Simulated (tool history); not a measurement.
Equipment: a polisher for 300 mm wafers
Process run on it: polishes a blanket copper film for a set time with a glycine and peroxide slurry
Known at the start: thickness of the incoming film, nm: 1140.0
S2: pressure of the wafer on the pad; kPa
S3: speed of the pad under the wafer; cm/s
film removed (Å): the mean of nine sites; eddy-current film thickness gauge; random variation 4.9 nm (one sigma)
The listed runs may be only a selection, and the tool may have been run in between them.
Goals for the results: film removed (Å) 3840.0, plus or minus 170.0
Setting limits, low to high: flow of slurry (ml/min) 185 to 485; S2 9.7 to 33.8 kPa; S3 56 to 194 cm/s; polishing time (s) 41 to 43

{"run": 1, "hour": 0.0, "flow of slurry (ml/min)": 310, "S2": 21.4, "S3": 124, "polishing time (s)": 41, "film removed (Å)": 2625.0}
{"run": 2, "hour": 7.0, "flow of slurry (ml/min)": 310, "S2": 22.8, "S3": 124, "polishing time (s)": 41, "film removed (Å)": 2733.2}
{"run": 3, "hour": 15.7, "flow of slurry (ml/min)": 310, "S2": 22.8, "S3": 108, "polishing time (s)": 41, "film removed (Å)": 2393.4}
{"run": 4, "hour": 18.2, "flow of slurry (ml/min)": 310, "S2": 24.8, "S3": 110, "polishing time (s)": 41, "film removed (Å)": 2643.9}
{"run": 5, "hour": 24.3, "flow of slurry (ml/min)": 345, "S2": 24.8, "S3": 110, "polishing time (s)": 41, "film removed (Å)": 2666.4}
{"run": 6, "hour": 32.0, "flow of slurry (ml/min)": 345, "S2": 24.8, "S3": 140, "polishing time (s)": 41, "film removed (Å)": 3257.8}
{"run": 7, "hour": 38.2, "flow of slurry (ml/min)": 345, "S2": 25.5, "S3": 140, "polishing time (s)": 41, "film removed (Å)": 3367.6}
{"run": 8, "hour": 44.1, "flow of slurry (ml/min)": 345, "S2": 26.2, "S3": 140, "polishing time (s)": 41, "film removed (Å)": 3415.4}
{"run": 9, "hour": 49.4, "flow of slurry (ml/min)": 345, "S2": 26.9, "S3": 140, "polishing time (s)": 41, "film removed (Å)": 3416.0}
{"run": 10, "hour": 53.4, "flow of slurry (ml/min)": 345, "S2": 27.6, "S3": 140, "polishing time (s)": 41, "film removed (Å)": 3622.2}
{"run": 11, "hour": 56.7, "flow of slurry (ml/min)": 345, "S2": 28.3, "S3": 140, "polishing time (s)": 41, "film removed (Å)": 3644.6}

5 candidate next runs follow, results not yet known. Just one meets every target within its allowed miss. Identify it.
{"run": "A", "hour": 60.0, "flow of slurry (ml/min)": 420, "S2": 27.6, "S3": 124, "polishing time (s)": 41, "film removed (Å)": "?"}
{"run": "B", "hour": 60.0, "flow of slurry (ml/min)": 415, "S2": 17.2, "S3": 186, "polishing time (s)": 43, "film removed (Å)": "?"}
{"run": "C", "hour": 60.0, "flow of slurry (ml/min)": 270, "S2": 30.3, "S3": 146, "polishing time (s)": 41, "film removed (Å)": "?"}
{"run": "D", "hour": 60.0, "flow of slurry (ml/min)": 380, "S2": 24.8, "S3": 152, "polishing time (s)": 41, "film removed (Å)": "?"}
{"run": "E", "hour": 60.0, "flow of slurry (ml/min)": 405, "S2": 28.3, "S3": 126, "polishing time (s)": 41, "film removed (Å)": "?"}

move=A film_removed_(Å)=3252.2
move=B film_removed_(Å)=3397.9
move=C film_removed_(Å)=3917.0
move=D film_removed_(Å)=3563.0
move=E film_removed_(Å)=3356.3
A: misses by more than the last run did
B: misses by more than the last run did
C: each result inside its tolerance
D: misses by more than the last run did
E: misses by more than the last run did
The move that meets every target is C.

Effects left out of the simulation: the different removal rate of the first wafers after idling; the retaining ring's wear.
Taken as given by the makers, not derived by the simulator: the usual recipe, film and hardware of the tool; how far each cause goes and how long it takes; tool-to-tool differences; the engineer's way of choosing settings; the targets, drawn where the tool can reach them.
